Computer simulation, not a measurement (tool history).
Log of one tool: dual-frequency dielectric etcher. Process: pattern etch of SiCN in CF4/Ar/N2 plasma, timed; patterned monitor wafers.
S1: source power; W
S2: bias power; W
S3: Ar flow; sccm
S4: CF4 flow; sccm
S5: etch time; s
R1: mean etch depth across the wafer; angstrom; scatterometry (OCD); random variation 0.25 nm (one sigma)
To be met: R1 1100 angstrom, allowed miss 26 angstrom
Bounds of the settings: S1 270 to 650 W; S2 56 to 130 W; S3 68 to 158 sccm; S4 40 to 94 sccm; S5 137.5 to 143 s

Run 1, day 0: S1 460 W, S2 93 W, S3 113 sccm, S4 67 sccm, S5 137.5 s. Result: R1 1298.4 angstrom.
Run 2, day 0.221: S1 440 W, S2 93 W, S3 113 sccm, S4 67 sccm, S5 137.5 s. Result: R1 1259.2 angstrom.
Run 3, day 0.512: S1 440 W, S2 107 W, S3 113 sccm, S4 67 sccm, S5 137.5 s. Result: R1 1332.2 angstrom.
Run 4, day 0.538: S1 440 W, S2 107 W, S3 113 sccm, S4 67 sccm, S5 143 s. Result: R1 1376.7 angstrom.
Run 5, day 0.792: S1 440 W, S2 107 W, S3 113 sccm, S4 67 sccm, S5 143 s. Result: R1 1383.7 angstrom.
Run 6, day 1.042: S1 410 W, S2 106 W, S3 113 sccm, S4 67 sccm, S5 143 s. Result: R1 1301.4 angstrom.
Run 7, day 1.354: S1 410 W, S2 106 W, S3 113 sccm, S4 67 sccm, S5 143 s. Result: R1 1303.2 angstrom.
Run 8, day 1.412: S1 390 W, S2 106 W, S3 113 sccm, S4 67 sccm, S5 143 s. Result: R1 1254.4 angstrom.
Run 9, day 1.596: S1 380 W, S2 106 W, S3 113 sccm, S4 67 sccm, S5 143 s. Result: R1 1227 angstrom.
Run 10, day 1.796: S1 370 W, S2 106 W, S3 113 sccm, S4 67 sccm, S5 143 s. Result: R1 1210.1 angstrom.
Run 11, day 1.996: S1 360 W, S2 106 W, S3 113 sccm, S4 67 sccm, S5 143 s. Result: R1 1182.5 angstrom.
Run 12, day 2.312: S1 350 W, S2 106 W, S3 113 sccm, S4 67 sccm, S5 143 s. Result: R1 1157.4 angstrom.
Run 13, day 2.675: S1 340 W, S2 106 W, S3 113 sccm, S4 67 sccm, S5 143 s. Result: R1 1136.5 angstrom.

4 next moves are on the table. One of them brings every result within its allowed miss. Which?
Run A, day 3.038: S1 360 W, S2 106 W, S3 111 sccm, S4 50 sccm, S5 137.5 s. Result: R1 ?.
Run B, day 3.038: S1 370 W, S2 105 W, S3 112 sccm, S4 67 sccm, S5 137.5 s. Result: R1 ?.
Run C, day 3.038: S1 350 W, S2 83 W, S3 112 sccm, S4 56 sccm, S5 142.5 s. Result: R1 ?.
Run D, day 3.038: S1 320 W, S2 102 W, S3 112 sccm, S4 66 sccm, S5 137.5 s. Result: R1 ?.

move      R1
   A  1108.4
   B  1158.7
   C  1034.6
   D  1029.7
A: meets every target
B: further off than the last run
C: takes the result that was furthest off past its target
D: takes the result that was furthest off past its target
The right move is A.
